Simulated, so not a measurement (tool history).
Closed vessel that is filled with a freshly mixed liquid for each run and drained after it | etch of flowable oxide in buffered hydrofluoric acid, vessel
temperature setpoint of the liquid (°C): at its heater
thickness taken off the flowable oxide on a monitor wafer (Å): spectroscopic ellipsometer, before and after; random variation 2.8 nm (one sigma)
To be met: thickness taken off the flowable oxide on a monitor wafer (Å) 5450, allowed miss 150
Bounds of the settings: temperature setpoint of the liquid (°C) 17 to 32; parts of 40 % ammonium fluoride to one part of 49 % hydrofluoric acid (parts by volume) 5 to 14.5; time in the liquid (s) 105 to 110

run	day	temperature setpoint of the liquid (°C)	parts of 40 % ammonium fluoride to one part of 49 % hydrofluoric acid (parts by volume)	time in the liquid (s)	thickness taken off the flowable oxide on a monitor wafer (Å)
1	0	24	9	105	3938.9
2	0.371	24	7	105	4911.1
3	0.733	24	7	110	5112.7
4	0.85	24	7	110	5184.1
5	1.154	24	8	110	4446
6	1.225	24.5	8	110	4595.7
7	1.496	25	8	110	4695.1
8	1.742	25.5	8	110	4833.7

Which of these 4 next moves meets every target?
A	1.988	25.5	9	110	?
B	1.988	20	6.5	105	?
C	1.988	26	7	105	?
D	1.988	25	6.5	110	?

move	thickness taken off the flowable oxide on a monitor wafer (Å)
A	4396
B	4201
C	5388.3
D	5794.2
A: further off than the last run
B: further off than the last run
C: meets every target
D: takes the result that was furthest off past its target
Answer: C
